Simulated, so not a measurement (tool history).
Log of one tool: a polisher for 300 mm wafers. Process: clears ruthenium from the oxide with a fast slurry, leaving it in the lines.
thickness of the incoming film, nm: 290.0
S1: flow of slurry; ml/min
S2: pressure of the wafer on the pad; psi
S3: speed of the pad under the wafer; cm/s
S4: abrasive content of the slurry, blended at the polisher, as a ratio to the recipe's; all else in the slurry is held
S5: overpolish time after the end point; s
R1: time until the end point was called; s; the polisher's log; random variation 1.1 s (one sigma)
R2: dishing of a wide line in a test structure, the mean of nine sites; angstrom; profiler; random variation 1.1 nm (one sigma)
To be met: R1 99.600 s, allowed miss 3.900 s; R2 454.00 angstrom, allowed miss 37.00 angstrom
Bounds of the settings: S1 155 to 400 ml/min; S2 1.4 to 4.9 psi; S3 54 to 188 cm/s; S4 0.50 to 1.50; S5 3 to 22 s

| run | day | S1 | S2 | S3 | S4 | S5 | R1 | R2 |
|---|---|---|---|---|---|---|---|---|
| 1 | 0.000 | 255 | 3.1 | 120 | 1.00 | 11 | 56.978 | 436.58 |
| 2 | 0.308 | 255 | 2.6 | 120 | 1.00 | 13 | 66.654 | 434.50 |
| 3 | 0.392 | 255 | 2.6 | 120 | 1.15 | 13 | 65.563 | 459.22 |
| 4 | 0.558 | 255 | 2.6 | 150 | 1.15 | 13 | 52.646 | 532.24 |
| 5 | 0.729 | 295 | 2.6 | 150 | 1.15 | 13 | 51.801 | 560.57 |
| 6 | 0.838 | 295 | 2.0 | 150 | 1.15 | 13 | 68.000 | 439.41 |
| 7 | 1.067 | 295 | 1.8 | 142 | 1.15 | 14 | 77.295 | 416.61 |
| 8 | 1.096 | 295 | 1.7 | 136 | 1.15 | 15 | 84.001 | 397.48 |
| 9 | 1.429 | 295 | 1.6 | 134 | 1.15 | 16 | 92.740 | 403.82 |
| 10 | 1.625 | 295 | 1.6 | 134 | 1.15 | 17 | 91.063 | 433.34 |

5 next moves are on the table. One of them brings every result within its allowed miss. Which?
| A | 1.821 | 255 | 1.9 | 122 | 1.30 | 14 | ? | ? |
| B | 1.821 | 350 | 1.8 | 126 | 1.10 | 17 | ? | ? |
| C | 1.821 | 285 | 1.5 | 136 | 1.25 | 17 | ? | ? |
| D | 1.821 | 305 | 1.4 | 138 | 1.25 | 20 | ? | ? |
| E | 1.821 | 325 | 1.7 | 140 | 1.05 | 16 | ? | ? |

| move | R1 | R2 |
|---|---|---|
| A | 84.171 | 396.38 |
| B | 87.667 | 453.30 |
| C | 94.718 | 423.80 |
| D | 98.974 | 469.70 |
| E | 85.264 | 440.58 |
A: further off than the last run
B: further off than the last run
C: nearer than the last run, and not there yet
D: meets every target
E: further off than the last run
Move D is the one to make.
